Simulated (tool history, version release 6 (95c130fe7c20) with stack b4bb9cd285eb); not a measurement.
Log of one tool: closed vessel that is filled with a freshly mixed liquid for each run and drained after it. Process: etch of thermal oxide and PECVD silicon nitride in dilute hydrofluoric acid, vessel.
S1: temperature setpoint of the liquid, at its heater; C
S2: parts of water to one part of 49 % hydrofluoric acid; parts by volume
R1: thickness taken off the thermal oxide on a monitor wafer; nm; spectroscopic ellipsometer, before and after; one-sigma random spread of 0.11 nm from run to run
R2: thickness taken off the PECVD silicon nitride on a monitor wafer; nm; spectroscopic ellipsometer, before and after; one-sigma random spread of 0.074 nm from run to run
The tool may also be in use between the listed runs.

Run 1, hour 0.0: S1 23.0 C, S2 235 parts by volume, time in the liquid (s) 1800. Result: R1 26.420 nm, R2 17.505 nm.
Run 2, hour 1.6: S1 23.0 C, S2 235 parts by volume, time in the liquid (s) 2345. Result: R1 34.138 nm, R2 22.931 nm.
Run 3, hour 4.7: S1 23.0 C, S2 265 parts by volume, time in the liquid (s) 2325. Result: R1 29.138 nm, R2 20.333 nm.
Run 4, hour 6.8: S1 23.0 C, S2 265 parts by volume, time in the liquid (s) 1920. Result: R1 23.763 nm, R2 16.722 nm.
Run 5, hour 14.8: S1 25.5 C, S2 265 parts by volume, time in the liquid (s) 1920. Result: R1 26.666 nm, R2 19.450 nm.
Run 6, hour 22.6: S1 27.0 C, S2 265 parts by volume, time in the liquid (s) 1920. Result: R1 27.781 nm, R2 21.171 nm.
Run 7, hour 26.6: S1 26.0 C, S2 290 parts by volume, time in the liquid (s) 1975. Result: R1 24.790 nm, R2 18.997 nm.

Estimate the outcome of run 8 from the log above:
Run 8, hour 34.2: S1 25.0 C, S2 315 parts by volume, time in the liquid (s) 2005. Result: R1 ?, R2 ?.

{"run 8": {"R1": 21.898, "R2": 16.241}}

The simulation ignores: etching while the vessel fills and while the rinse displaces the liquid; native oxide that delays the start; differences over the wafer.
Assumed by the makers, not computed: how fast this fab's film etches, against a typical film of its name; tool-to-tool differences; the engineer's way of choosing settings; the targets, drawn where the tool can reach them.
